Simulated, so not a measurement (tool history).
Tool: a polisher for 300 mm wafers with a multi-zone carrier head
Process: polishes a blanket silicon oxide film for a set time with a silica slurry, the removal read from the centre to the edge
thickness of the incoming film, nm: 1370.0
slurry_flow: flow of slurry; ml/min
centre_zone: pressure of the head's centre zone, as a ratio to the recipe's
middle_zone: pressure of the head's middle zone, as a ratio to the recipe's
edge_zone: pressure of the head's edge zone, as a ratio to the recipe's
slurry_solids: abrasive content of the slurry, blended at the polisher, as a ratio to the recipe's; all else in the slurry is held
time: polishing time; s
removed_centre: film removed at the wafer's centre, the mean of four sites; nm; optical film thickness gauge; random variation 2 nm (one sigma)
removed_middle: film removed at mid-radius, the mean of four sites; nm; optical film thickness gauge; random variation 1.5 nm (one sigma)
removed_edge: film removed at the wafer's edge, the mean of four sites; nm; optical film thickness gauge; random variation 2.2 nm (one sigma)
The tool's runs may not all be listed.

run,hour,slurry_flow,centre_zone,middle_zone,edge_zone,slurry_solids,time,removed_centre,removed_middle,removed_edge
1,0,220,1,1,1,1,44,127.5,121.37,120.96
2,7.9,220,1,1,1,0.9,44,116.59,113.64,110.81
3,9.1,225,1,1.02,1.03,1,44,127.11,124.5,120.54
4,16.7,220,0.99,1.02,1.04,1.1,45,137.43,136.89,133.1
5,25.5,220,0.99,1.02,1.1,1.1,45,134.21,135.88,138.39
6,28.9,220,0.91,1.02,1.1,1.1,45,123.87,135.46,138.26
7,36.9,220,0.93,1.02,1.11,1.2,45,135.53,142.93,143.85
8,41.5,215,0.94,1.02,1.12,1.25,46,145.5,148.18,148.9
9,48.2,230,0.94,1.02,1.13,1.3,47,147.75,157.45,157.83
# hour 54.3: centre zone pressure recalibrated
10,54.3,230,0.95,1.02,1.14,1.35,48,145.7,162.16,163.13
11,63,215,0.96,1.02,1.14,1.4,49,149.32,165.58,168.43
12,70.2,235,0.99,1.01,1.14,1.4,49,154.65,165.96,166.63

Run 13 comes next. What will it give?
13,74.9,230,1.01,1.01,1.14,1.4,50,?,?,?

Run 13 gave removed_centre 161.13 nm, removed_middle 168.86 nm, removed_edge 172.67 nm.

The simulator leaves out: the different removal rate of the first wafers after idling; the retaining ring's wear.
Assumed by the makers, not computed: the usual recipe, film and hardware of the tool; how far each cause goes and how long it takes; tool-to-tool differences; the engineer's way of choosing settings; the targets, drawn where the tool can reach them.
